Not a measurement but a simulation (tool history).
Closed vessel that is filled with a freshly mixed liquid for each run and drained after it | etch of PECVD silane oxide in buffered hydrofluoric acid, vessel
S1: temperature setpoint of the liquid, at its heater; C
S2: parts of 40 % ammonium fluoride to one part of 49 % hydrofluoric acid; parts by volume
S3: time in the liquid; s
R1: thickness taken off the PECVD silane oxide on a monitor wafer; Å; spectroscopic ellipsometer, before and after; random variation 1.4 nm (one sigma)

run	day	S1	S2	S3	R1
1	0	22	16.5	105	2861.6
2	0.338	22	16.5	110	2998.9
3	0.704	24.5	16.5	110	3432.5
4	1.075	24.5	20.5	110	2806.5
5	1.292	23	20.5	110	2569.6
6	1.596	23	20.5	110	2591.9
7	1.75	22	20.5	110	2445.5
8	1.775	21.5	20.5	110	2354.9
9	1.846	21	20.5	110	2297
10	2.038	20.5	20.5	110	2269.9
11	2.392	20.5	20.5	110	2251.7

Run 12 comes next. What will it give?
12	2.571	20	20.5	110	?

{"run 12": {"R1": 2154.8}}

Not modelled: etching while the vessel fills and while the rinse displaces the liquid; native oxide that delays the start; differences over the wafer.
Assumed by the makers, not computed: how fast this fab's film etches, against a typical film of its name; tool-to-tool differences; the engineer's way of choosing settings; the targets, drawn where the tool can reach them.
